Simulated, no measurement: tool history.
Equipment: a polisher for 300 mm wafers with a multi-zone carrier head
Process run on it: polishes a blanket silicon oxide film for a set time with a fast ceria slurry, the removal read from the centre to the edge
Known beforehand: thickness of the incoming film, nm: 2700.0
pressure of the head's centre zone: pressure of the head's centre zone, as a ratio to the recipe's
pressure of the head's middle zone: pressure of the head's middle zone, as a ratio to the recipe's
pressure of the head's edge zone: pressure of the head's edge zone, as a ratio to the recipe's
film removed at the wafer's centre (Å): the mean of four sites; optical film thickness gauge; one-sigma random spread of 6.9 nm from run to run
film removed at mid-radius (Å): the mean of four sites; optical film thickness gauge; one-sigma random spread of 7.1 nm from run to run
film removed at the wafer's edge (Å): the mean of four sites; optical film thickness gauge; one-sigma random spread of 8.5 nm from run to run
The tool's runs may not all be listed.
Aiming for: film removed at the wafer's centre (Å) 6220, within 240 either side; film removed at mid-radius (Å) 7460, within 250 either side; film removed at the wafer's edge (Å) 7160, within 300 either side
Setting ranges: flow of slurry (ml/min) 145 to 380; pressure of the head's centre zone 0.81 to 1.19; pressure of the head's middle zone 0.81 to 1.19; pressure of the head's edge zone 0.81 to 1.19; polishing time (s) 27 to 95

run  hour  flow of slurry (ml/min)  pressure of the head's centre zone  pressure of the head's middle zone  pressure of the head's edge zone  polishing time (s)  film removed at the wafer's centre (Å)  film removed at mid-radius (Å)  film removed at the wafer's edge (Å)
  1     0                      245                                   1                                   1                                 1                  61                                  9677.2                          9730.9                                9542.7
  2   1.7                      240                                0.97                                   1                              0.99                  59                                  9104.3                          9276.1                                9293.7
  3   8.5                      240                                0.95                                1.01                              0.98                  56                                    8611                          8731.3                                8772.7
  4  12.9                      240                                   1                                1.01                              0.98                  56                                    8888                          8675.9                                8733.8
  5  16.6                      240                                   1                                0.93                              0.98                  56                                  8826.1                          8296.3                                8847.4
  6    18                      235                                0.97                                0.96                              0.98                  54                                  8508.4                          8138.3                                8319.3
  7  18.9                      250                                0.94                                0.98                              1.02                  51                                  7787.6                          7889.5                                8145.7
  8  22.2                      250                                0.92                                   1                              1.02                  50                                  7423.6                          7899.6                                8087.6
  9  23.1                      250                                 0.9                                1.02                              1.01                  49                                  7399.8                          7706.6                                7823.5
 10  24.8                      245                                0.88                                1.04                              1.02                  48                                    6974                          7839.4                                  7544
 11  25.6                      240                                0.87                                1.04                              1.02                  48                                  7035.3                          7827.3                                7584.7
 12  32.7                      240                                0.86                                1.04                              1.03                  47                                  6713.4                          7641.2                                7460.2

Consider the 5 candidate settings below. Which is the only one whose results all fall within their allowed miss of target?
  A  39.8                      200                                0.82                                1.09                              1.03                  50                                       ?                               ?                                     ?
  B  39.8                      155                                0.83                                1.19                              1.03                  47                                       ?                               ?                                     ?
  C  39.8                      160                                0.82                                1.19                              0.83                  47                                       ?                               ?                                     ?
  D  39.8                      250                                 0.9                                1.15                              1.17                  42                                       ?                               ?                                     ?
  E  39.8                      190                                0.87                                1.09                              1.12                  48                                       ?                               ?                                     ?

move  film removed at the wafer's centre (Å)  film removed at mid-radius (Å)  film removed at the wafer's edge (Å)
   A                                  6733.7                          8217.5                                7780.9
   B                                  6179.8                            8095                                7151.3
   C                                  6160.9                            8128                                6485.8
   D                                  6137.8                          7387.1                                7082.8
   E                                  6658.7                          7843.2                                7757.5
A: misses by more than the last run did
B: puts the biggest miss on target and leaves a different result outside tolerance
C: puts the biggest miss on target and leaves a different result outside tolerance
D: each result inside its tolerance
E: no better and no worse than the last run
Answer: D

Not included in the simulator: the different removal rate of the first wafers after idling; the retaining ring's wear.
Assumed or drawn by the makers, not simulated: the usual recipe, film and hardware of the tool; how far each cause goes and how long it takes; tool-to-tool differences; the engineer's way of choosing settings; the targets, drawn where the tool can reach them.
